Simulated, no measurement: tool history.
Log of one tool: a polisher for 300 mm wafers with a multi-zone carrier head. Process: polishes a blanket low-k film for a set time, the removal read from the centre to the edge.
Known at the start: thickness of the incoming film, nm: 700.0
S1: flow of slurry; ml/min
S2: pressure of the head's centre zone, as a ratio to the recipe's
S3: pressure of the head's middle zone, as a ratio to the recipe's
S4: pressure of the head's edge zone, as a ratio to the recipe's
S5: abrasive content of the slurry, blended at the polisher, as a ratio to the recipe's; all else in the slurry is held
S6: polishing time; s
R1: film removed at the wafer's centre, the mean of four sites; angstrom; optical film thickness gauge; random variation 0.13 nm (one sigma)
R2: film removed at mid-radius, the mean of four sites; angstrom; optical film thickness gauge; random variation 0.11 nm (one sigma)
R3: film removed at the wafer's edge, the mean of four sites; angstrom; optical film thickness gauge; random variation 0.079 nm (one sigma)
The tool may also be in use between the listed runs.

| run | hour | S1 | S2 | S3 | S4 | S5 | S6 | R1 | R2 | R3 |
|---|---|---|---|---|---|---|---|---|---|---|
| 1 | 0 | 155 | 1 | 1 | 1 | 1 | 49 | 142.06 | 139.84 | 142.68 |
| 2 | 0.9 | 155 | 1 | 1 | 1 | 0.9 | 49 | 133.95 | 131.16 | 136.19 |
| 3 | 8.4 | 155 | 0.93 | 1 | 1 | 0.9 | 49 | 125.96 | 135.35 | 135.89 |
| 4 | 12.3 | 150 | 0.94 | 0.99 | 0.97 | 0.9 | 49 | 127.52 | 131.49 | 133.53 |
| 5 | 20 | 145 | 0.94 | 0.98 | 0.95 | 0.9 | 49 | 124.63 | 131.07 | 130.68 |
| 6 | 27.3 | 140 | 0.95 | 0.97 | 0.93 | 0.9 | 49 | 127.07 | 128.68 | 129.5 |
| 7 | 29.1 | 110 | 0.98 | 0.91 | 0.83 | 0.75 | 49 | 115.55 | 110.42 | 111.42 |

Forecast run 8:
| 8 | 31.1 | 115 | 0.98 | 0.91 | 0.83 | 0.75 | 49 | ? | ? | ? |

R1: 118.61 angstrom
R2: 111.23 angstrom
R3: 111.9 angstrom
